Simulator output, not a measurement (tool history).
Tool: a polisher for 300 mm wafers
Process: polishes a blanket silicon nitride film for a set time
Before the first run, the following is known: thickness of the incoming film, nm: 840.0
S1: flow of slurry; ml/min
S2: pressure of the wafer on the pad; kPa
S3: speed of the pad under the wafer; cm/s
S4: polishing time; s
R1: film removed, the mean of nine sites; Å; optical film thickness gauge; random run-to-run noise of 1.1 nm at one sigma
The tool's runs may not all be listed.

run    day   S1    S2   S3  S4      R1
  1      0  120  33.1  100  58  1379.7
  2  0.279  120  31.7  100  58  1313.4
  3  0.479  120  31.7  110  58  1420.5
  4  0.762  120  30.3  110  58  1385.6
  5  0.979  120  24.8  110  58  1161.2
  6  1.129  120  24.1  110  58  1160.1
     1.346  -- head pressure recalibrated
  7  1.346  120  23.4  110  58  1187.4
  8   1.45  120  22.8  110  58  1154.9

Run 9 has not been measured yet. What should we expect?
  9  1.65  120  22.1  110  58   ?

Run 9 gave R1 1120 Å.
